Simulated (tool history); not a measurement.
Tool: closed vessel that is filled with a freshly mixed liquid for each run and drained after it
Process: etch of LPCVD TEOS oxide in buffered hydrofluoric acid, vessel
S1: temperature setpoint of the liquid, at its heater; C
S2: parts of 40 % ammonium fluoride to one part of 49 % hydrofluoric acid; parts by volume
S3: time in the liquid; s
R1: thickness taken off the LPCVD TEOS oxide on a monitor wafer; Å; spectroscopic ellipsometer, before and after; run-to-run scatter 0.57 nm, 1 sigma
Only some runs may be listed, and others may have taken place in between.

run,day,S1,S2,S3,R1
1,0,22,13,30,439.09
2,0.096,22,16,30,361.07
3,0.342,24,15,30,422.47
4,0.512,26.5,15,30,485.96
5,0.704,26.5,15,30,492.14
6,0.996,27.5,14.5,30,527.72
7,1.312,28,14,30,573.73
8,1.488,28.5,14,30,574.93
9,1.783,29,13.5,30,627.17

For run 10, what comes out?
10,2.129,29.5,13.5,30,?

Logged for run 10: R1 637.8 Å.
